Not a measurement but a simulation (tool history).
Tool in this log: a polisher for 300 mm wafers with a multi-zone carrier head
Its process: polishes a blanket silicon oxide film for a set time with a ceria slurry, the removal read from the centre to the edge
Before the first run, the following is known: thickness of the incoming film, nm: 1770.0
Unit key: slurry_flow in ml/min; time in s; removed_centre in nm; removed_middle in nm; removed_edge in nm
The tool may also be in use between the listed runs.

run  hour  slurry_flow  centre_zone  middle_zone  edge_zone  time  removed_centre  removed_middle  removed_edge
  1     0          290            1            1          1    78          394.88          397.06        389.05
  2   1.9          290         0.94            1          1    78          366.11          394.47        387.67
  3   7.3          290         0.87            1          1    78          340.16          404.28        380.24
  4  10.6          290         0.87            1       1.07    78          340.85          394.76        408.46
  5  18.2          290         0.87         0.91       1.07    78          344.18          371.89        405.37
  6    22          290         0.87         0.91       1.07    70           299.8          329.32        368.21

Predict the results of run 7:
  7  25.3          320         0.97         1.01       1.11    92               ?               ?             ?

Run 7 gave removed_centre 448.13 nm, removed_middle 481.59 nm, removed_edge 489.08 nm.
